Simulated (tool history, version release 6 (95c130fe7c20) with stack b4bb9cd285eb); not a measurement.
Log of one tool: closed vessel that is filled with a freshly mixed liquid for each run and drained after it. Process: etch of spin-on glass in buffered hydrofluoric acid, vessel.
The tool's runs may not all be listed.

run,hour,temperature setpoint of the liquid (C),parts of 40 % ammonium fluoride to one part of 49 % hydrofluoric acid (parts by volume),time in the liquid (s),thickness taken off the spin-on glass on a monitor wafer (Å)
1,0,21,10,90,2158.5
2,6.8,21,8,90,2665.2
3,11.6,21,8,95,2794.4
4,12.5,21,9.5,95,2357.8
5,16.9,21,7.5,95,2988.4
6,20.7,21,9,95,2460.9

Run 7 comes next. What will it give?
# hour 22.7: thermometer replaced
7,22.7,22,9,95,?

Run 7 gave thickness taken off the spin-on glass on a monitor wafer (Å) 2766.7.

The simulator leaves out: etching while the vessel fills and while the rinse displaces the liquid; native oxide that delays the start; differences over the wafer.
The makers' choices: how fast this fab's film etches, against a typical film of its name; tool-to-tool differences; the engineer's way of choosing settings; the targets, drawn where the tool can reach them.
